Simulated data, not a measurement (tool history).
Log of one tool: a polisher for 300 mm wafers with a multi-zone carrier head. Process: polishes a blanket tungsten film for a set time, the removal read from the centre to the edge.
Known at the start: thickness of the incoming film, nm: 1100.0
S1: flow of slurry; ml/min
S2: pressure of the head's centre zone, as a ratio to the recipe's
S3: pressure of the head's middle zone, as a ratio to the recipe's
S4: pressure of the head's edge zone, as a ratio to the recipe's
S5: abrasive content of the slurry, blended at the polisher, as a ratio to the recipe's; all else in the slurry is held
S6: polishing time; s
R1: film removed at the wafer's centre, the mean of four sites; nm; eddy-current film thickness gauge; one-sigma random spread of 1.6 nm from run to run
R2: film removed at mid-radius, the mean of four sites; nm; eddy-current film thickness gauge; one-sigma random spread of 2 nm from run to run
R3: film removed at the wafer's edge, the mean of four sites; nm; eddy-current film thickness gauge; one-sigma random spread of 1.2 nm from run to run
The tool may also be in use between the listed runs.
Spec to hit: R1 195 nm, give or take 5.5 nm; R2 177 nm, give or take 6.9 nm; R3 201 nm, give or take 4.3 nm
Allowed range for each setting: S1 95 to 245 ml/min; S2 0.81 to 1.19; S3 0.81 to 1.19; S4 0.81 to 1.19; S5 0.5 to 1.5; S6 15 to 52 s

run	day	S1	S2	S3	S4	S5	S6	R1	R2	R3
1	0	155	1	1	1	1	33	288.29	289.62	281.14
2	0.171	155	1	1	1.06	1	33	286.01	284.84	291.36
3	0.25	190	1	1	1.06	1	33	295.97	299.08	298.14
4	0.292	185	0.99	0.98	1.05	0.95	32	279.61	276.35	283.59
5	0.538	180	0.98	0.96	1.03	0.9	32	274.12	270.54	277.22
6	0.908	180	0.98	0.96	1.03	0.9	26	225.83	213.4	224.4
7	1.142	180	0.98	0.96	1.03	0.9	26	222.76	222.93	227.95
8	1.346	175	0.98	0.95	1.02	0.9	26	221.93	217.3	226.4
9	1.454	170	0.98	0.94	1.01	0.9	26	223.57	213.54	220.9
10	1.792	165	0.97	0.93	1.01	0.9	26	221.64	208.37	225.14
11	1.988	160	0.96	0.92	1	0.9	26	215.74	212.39	223.87
12	2.221	125	1.01	0.82	1.01	0.65	25	195.84	163.84	197.67
13	2.262	125	1.01	0.83	1.01	0.65	25	192.15	166.83	196.66

5 candidate next runs follow, results not yet known. Just one meets every target within its allowed miss. Identify it.
A	2.304	130	0.95	0.83	1.02	0.65	26	?	?	?
B	2.304	130	0.94	0.82	1.02	0.6	27	?	?	?
C	2.304	125	0.99	0.81	1	0.75	25	?	?	?
D	2.304	125	1	0.88	1.03	0.75	25	?	?	?
E	2.304	140	0.92	0.81	1	0.6	27	?	?	?

move	R1	R2	R3
A	189.23	173.78	208.38
B	192.57	177.01	214.38
C	190.92	165.11	200.72
D	192.96	176.71	203.43
E	192.23	178.37	215
A: brings the last run's worst result on target, with another outside its allowed miss
B: brings the last run's worst result on target, with another outside its allowed miss
C: misses by more than the last run did
D: all results in spec
E: brings the last run's worst result on target, with another outside its allowed miss
The move that meets every target is D.

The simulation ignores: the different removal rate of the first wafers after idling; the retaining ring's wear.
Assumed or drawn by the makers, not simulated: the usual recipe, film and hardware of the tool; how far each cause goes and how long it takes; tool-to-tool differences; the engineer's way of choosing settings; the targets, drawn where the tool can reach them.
